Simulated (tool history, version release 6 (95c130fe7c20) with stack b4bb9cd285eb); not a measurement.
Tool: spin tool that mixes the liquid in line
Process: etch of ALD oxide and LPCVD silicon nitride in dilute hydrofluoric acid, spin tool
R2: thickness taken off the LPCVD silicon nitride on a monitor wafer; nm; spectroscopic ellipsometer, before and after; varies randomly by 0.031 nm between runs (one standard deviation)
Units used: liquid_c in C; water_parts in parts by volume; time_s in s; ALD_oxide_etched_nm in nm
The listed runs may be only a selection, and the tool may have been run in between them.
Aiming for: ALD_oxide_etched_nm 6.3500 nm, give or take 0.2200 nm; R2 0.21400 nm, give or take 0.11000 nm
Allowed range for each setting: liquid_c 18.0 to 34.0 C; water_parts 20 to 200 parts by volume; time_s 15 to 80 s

Run 1, hour 0.0: liquid_c 26.0 C, water_parts 110 parts by volume, time_s 40 s. Result: ALD_oxide_etched_nm 4.6855 nm, R2 0.20881 nm.
Run 2, hour 8.1: liquid_c 27.0 C, water_parts 110 parts by volume, time_s 40 s. Result: ALD_oxide_etched_nm 4.7874 nm, R2 0.19767 nm.
Run 3, hour 15.5: liquid_c 28.0 C, water_parts 110 parts by volume, time_s 40 s. Result: ALD_oxide_etched_nm 5.1376 nm, R2 0.17124 nm.
Run 4, hour 21.3: liquid_c 31.5 C, water_parts 110 parts by volume, time_s 40 s. Result: ALD_oxide_etched_nm 5.7208 nm, R2 0.29008 nm.
Run 5, hour 25.5: liquid_c 30.0 C, water_parts 110 parts by volume, time_s 40 s. Result: ALD_oxide_etched_nm 5.3663 nm, R2 0.23982 nm.
At hour 27.7: hydrofluoric acid flow meter replaced.
Run 6, hour 27.7: liquid_c 30.0 C, water_parts 140 parts by volume, time_s 40 s. Result: ALD_oxide_etched_nm 4.4432 nm, R2 0.21887 nm.
Run 7, hour 36.0: liquid_c 33.0 C, water_parts 95 parts by volume, time_s 40 s. Result: ALD_oxide_etched_nm 7.8402 nm, R2 0.27237 nm.
Run 8, hour 39.5: liquid_c 32.5 C, water_parts 95 parts by volume, time_s 40 s. Result: ALD_oxide_etched_nm 7.6773 nm, R2 0.34429 nm.

4 next moves are on the table. One of them brings every result within its allowed miss. Which?
Run A, hour 43.0: liquid_c 34.0 C, water_parts 105 parts by volume, time_s 45 s. Result: ALD_oxide_etched_nm ?, R2 ?.
Run B, hour 43.0: liquid_c 22.0 C, water_parts 35 parts by volume, time_s 15 s. Result: ALD_oxide_etched_nm ?, R2 ?.
Run C, hour 43.0: liquid_c 25.0 C, water_parts 35 parts by volume, time_s 15 s. Result: ALD_oxide_etched_nm ?, R2 ?.
Run D, hour 43.0: liquid_c 30.0 C, water_parts 60 parts by volume, time_s 20 s. Result: ALD_oxide_etched_nm ?, R2 ?.

move  ALD_oxide_etched_nm       R2
   A               8.1640  0.40271
   B               5.6346  0.18296
   C               6.3877  0.22449
   D               5.8557  0.24492
A: moves away from the targets compared with the last run
B: pushes the last run's worst result past its target
C: all results land within tolerance of their targets
D: pushes the last run's worst result past its target
The right move is C.

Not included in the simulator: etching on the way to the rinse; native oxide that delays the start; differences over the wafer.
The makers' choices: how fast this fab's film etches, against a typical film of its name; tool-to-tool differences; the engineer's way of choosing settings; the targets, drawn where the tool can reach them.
